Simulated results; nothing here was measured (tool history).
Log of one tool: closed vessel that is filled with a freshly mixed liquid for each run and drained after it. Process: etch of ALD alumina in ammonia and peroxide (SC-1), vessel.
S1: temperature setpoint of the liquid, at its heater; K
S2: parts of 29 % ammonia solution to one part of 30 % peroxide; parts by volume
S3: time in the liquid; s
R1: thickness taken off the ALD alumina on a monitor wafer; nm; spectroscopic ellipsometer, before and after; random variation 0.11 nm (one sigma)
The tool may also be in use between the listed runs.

run    day      S1    S2   S3      R1
  1  0.000  331.15  0.70  280  17.365
  2  0.075  327.65  0.70  280  14.468
  3  0.125  330.65  0.75  280  17.044
  4  0.183  330.65  0.75  300  18.348
  5  0.525  330.65  0.75  300  18.287
  6  0.821  333.15  0.75  300  20.940
  7  1.033  335.15  0.75  300  23.128
  8  1.250  336.65  0.75  300  25.145
     1.442  -- thermometer replaced
  9  1.442  337.65  0.75  300  29.437
 10  1.808  338.15  0.75  300  30.181

Run 11 comes next. What will it give?
 11  2.129  338.65  0.75  300   ?

R1: 31.110 nm
